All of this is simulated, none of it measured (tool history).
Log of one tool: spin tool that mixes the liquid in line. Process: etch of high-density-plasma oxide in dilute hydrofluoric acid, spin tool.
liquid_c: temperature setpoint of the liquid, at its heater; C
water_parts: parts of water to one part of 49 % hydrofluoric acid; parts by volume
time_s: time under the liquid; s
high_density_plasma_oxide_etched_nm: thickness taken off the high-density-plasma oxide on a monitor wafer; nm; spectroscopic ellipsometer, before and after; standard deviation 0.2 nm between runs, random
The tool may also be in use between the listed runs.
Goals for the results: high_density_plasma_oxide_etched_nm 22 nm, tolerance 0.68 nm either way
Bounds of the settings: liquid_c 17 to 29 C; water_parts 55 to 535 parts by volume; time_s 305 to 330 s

run  hour  liquid_c  water_parts  time_s  high_density_plasma_oxide_etched_nm
  1     0        21          295     305                               7.7907
  2   8.6        21          295     330                               8.3461
  3  16.8        21          215     330                               12.279
  4  21.5        22          205     330                               13.602
  5    23        22          105     330                               29.507
  6  25.6        22          105     305                                26.75
  7  26.3      21.5          105     305                               26.431
  8  33.3        21          105     305                               25.934
     41.4  -- thermometer replaced
  9  41.4      20.5          105     305                               27.809
 10  48.7      21.5          105     305                               29.219
 11  51.2        21          110     305                               27.616
 12  54.2        22          110     305                               27.941
 13  54.9        18          150     305                               17.183
 14  60.9        22          150     305                               20.097
 15  65.6      22.5          150     305                               20.185
 16  74.5        23          150     305                               20.874

Pick the move, out of 5, that brings all results within their allowed miss; only one does.
  A  83.4        23          145     310                                    ?
  B  83.4      24.5          170     330                                    ?
  C  83.4        23          155     305                                    ?
  D  83.4        24          175     330                                    ?
  E  83.4      21.5          150     305                                    ?

move  high_density_plasma_oxide_etched_nm
   A                               21.666
   B                               20.252
   C                                19.72
   D                                 19.2
   E                               19.329
A: all results land within tolerance of their targets
B: lands further from the targets than the last run did
C: lands further from the targets than the last run did
D: lands further from the targets than the last run did
E: lands further from the targets than the last run did
The right move is A.
